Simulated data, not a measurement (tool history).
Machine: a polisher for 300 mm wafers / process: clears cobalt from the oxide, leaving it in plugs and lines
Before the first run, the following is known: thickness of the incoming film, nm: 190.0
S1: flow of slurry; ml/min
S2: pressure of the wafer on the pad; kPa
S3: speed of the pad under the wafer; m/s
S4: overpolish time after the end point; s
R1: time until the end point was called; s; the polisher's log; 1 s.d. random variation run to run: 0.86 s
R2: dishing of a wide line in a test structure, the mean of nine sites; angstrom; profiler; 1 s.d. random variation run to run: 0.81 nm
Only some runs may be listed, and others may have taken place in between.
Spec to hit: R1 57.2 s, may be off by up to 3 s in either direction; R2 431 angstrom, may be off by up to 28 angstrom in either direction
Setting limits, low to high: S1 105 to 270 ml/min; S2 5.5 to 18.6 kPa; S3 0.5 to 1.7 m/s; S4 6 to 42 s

run 1 hour=0 | S1=175 S2=11.7 S3=1.1 S4=21 | R1=40.056 R2=612.93
run 2 hour=4.7 | S1=175 S2=11 S3=1.1 S4=19 | R1=42.726 R2=581.29
run 3 hour=8.6 | S1=140 S2=11 S3=1.1 S4=19 | R1=44.715 R2=558.57
run 4 hour=14.2 | S1=160 S2=11 S3=1.1 S4=19 | R1=43.097 R2=582.04
run 5 hour=21.8 | S1=160 S2=11 S3=0.94 S4=19 | R1=49.198 R2=537.69
run 6 hour=24.2 | S1=160 S2=11 S3=1.04 S4=19 | R1=44.653 R2=552.18
run 7 hour=31.1 | S1=160 S2=10.3 S3=1.04 S4=18 | R1=46.929 R2=529.43
run 8 hour=36.6 | S1=160 S2=7.6 S3=1.02 S4=12 | R1=60.764 R2=334.58
run 9 hour=41.4 | S1=160 S2=7.6 S3=1.02 S4=13 | R1=60.396 R2=364.15
run 10 hour=47.3 | S1=160 S2=7.6 S3=1.02 S4=14 | R1=60.395 R2=368.74
run 11 hour=54.5 | S1=160 S2=7.6 S3=1.02 S4=15 | R1=60.933 R2=398.51

4 next moves are on the table. One of them brings every result within its allowed miss. Which?
run A hour=61.7 | S1=155 S2=8.3 S3=1.02 S4=16 | R1=? R2=?
run B hour=61.7 | S1=250 S2=6.2 S3=0.98 S4=16 | R1=? R2=?
run C hour=61.7 | S1=170 S2=8.3 S3=0.98 S4=13 | R1=? R2=?
run D hour=61.7 | S1=145 S2=8.3 S3=1.14 S4=11 | R1=? R2=?

move=A R1=56.831 R2=433.95
move=B R1=66.435 R2=388.98
move=C R1=57.541 R2=370.55
move=D R1=53.027 R2=347.22
A: hits every target within its allowed miss
B: lands further from the targets than the last run did
C: the furthest-off result lands on target, but another misses its tolerance
D: the result that was furthest off in the last run now lies on the other side of its target
The right move is A.
